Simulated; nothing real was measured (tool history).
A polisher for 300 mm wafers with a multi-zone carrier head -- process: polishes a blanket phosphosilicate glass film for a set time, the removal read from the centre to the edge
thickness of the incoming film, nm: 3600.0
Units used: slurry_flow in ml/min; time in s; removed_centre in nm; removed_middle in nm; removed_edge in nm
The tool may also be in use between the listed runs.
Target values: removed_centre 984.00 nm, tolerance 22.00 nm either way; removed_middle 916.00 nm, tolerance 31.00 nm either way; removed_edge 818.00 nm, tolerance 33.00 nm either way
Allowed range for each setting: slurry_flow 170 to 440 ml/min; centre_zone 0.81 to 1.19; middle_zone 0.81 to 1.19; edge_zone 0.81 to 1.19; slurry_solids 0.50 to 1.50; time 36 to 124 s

run	day	slurry_flow	centre_zone	middle_zone	edge_zone	slurry_solids	time	removed_centre	removed_middle	removed_edge
1	0.000	280	1.00	1.00	1.00	1.00	79	633.05	626.27	621.19
2	0.062	280	1.00	0.95	1.00	1.00	79	634.60	606.52	636.02
3	0.292	300	1.05	1.01	1.03	1.15	80	715.31	675.15	690.55
4	0.379	300	1.05	1.01	0.98	1.15	80	718.50	664.53	673.24
5	0.492	305	1.08	1.07	0.97	1.25	83	787.83	757.87	726.14
6	0.825	320	1.12	1.10	0.96	1.35	83	853.23	785.95	732.03
# day 1.038: worn pad replaced by a new one
7	1.038	335	1.16	1.19	1.02	1.50	88	1064.00	1003.90	927.73
8	1.092	255	1.13	1.12	0.92	1.50	89	1021.50	959.46	865.85
9	1.312	255	1.12	1.11	0.90	1.50	89	1030.40	939.17	858.57
10	1.604	255	1.11	1.11	0.88	1.50	89	1002.50	949.22	864.65
11	1.821	255	1.12	1.11	0.87	1.50	89	1024.10	935.52	851.23
12	2.104	255	1.11	1.11	0.86	1.50	89	1010.50	948.93	834.15

Which of these 4 next moves meets every target?
A	2.388	250	1.10	0.97	1.01	1.50	87	?	?	?
B	2.388	225	1.08	1.19	0.87	1.50	87	?	?	?
C	2.388	255	1.08	1.03	0.81	1.35	92	?	?	?
D	2.388	180	1.19	1.09	0.96	1.50	84	?	?	?

move	removed_centre	removed_middle	removed_edge
A	970.46	852.21	876.78
B	942.68	956.98	809.54
C	974.02	903.11	808.59
D	975.83	852.39	803.99
A: meets the target for the result that was furthest off, but another lies outside its allowed miss
B: the result that was furthest off in the last run now lies on the other side of its target
C: each result inside its tolerance
D: meets the target for the result that was furthest off, but another lies outside its allowed miss
Move C is the one to make.
